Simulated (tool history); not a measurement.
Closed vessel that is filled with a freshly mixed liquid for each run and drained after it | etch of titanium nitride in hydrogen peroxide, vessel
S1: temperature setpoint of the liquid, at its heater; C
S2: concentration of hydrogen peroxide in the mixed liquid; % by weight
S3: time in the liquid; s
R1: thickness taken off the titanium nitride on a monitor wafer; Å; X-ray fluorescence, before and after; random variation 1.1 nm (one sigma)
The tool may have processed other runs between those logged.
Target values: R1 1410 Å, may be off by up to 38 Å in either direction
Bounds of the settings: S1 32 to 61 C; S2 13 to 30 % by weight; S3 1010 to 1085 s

Run 1, day 0: S1 45 C, S2 26 % by weight, S3 1010 s. Result: R1 632.65 Å.
Run 2, day 0.279: S1 47.5 C, S2 26 % by weight, S3 1010 s. Result: R1 757.56 Å.
Run 3, day 0.575: S1 47.5 C, S2 30 % by weight, S3 1010 s. Result: R1 777.12 Å.
Run 4, day 0.883: S1 47.5 C, S2 30 % by weight, S3 1085 s. Result: R1 838.93 Å.
Run 5, day 1.121: S1 47.5 C, S2 30 % by weight, S3 1085 s. Result: R1 843.88 Å.
Run 6, day 1.358: S1 41.5 C, S2 30 % by weight, S3 1085 s. Result: R1 544.28 Å.
Run 7, day 1.467: S1 44.5 C, S2 30 % by weight, S3 1085 s. Result: R1 675.38 Å.
Run 8, day 1.65: S1 47 C, S2 30 % by weight, S3 1085 s. Result: R1 814.01 Å.
Run 9, day 1.696: S1 47 C, S2 30 % by weight, S3 1085 s. Result: R1 814.1 Å.
Run 10, day 1.762: S1 48.5 C, S2 30 % by weight, S3 1085 s. Result: R1 914.34 Å.

Below are 4 possible settings for the next run. Only one of them brings all results inside the allowed miss of their targets. Which is it?
Run A, day 1.829: S1 40.5 C, S2 26 % by weight, S3 1010 s. Result: R1 ?.
Run B, day 1.829: S1 58.5 C, S2 30 % by weight, S3 1085 s. Result: R1 ?.
Run C, day 1.829: S1 46 C, S2 29 % by weight, S3 1010 s. Result: R1 ?.
Run D, day 1.829: S1 54.5 C, S2 30 % by weight, S3 1085 s. Result: R1 ?.

move      R1
   A  448.54
   B  1834.3
   C  695.39
   D  1389.6
A: its largest miss is bigger than the last run's
B: the result that was furthest off in the last run now lies on the other side of its target
C: its largest miss is bigger than the last run's
D: hits every target within its allowed miss
Move D is the one to make.

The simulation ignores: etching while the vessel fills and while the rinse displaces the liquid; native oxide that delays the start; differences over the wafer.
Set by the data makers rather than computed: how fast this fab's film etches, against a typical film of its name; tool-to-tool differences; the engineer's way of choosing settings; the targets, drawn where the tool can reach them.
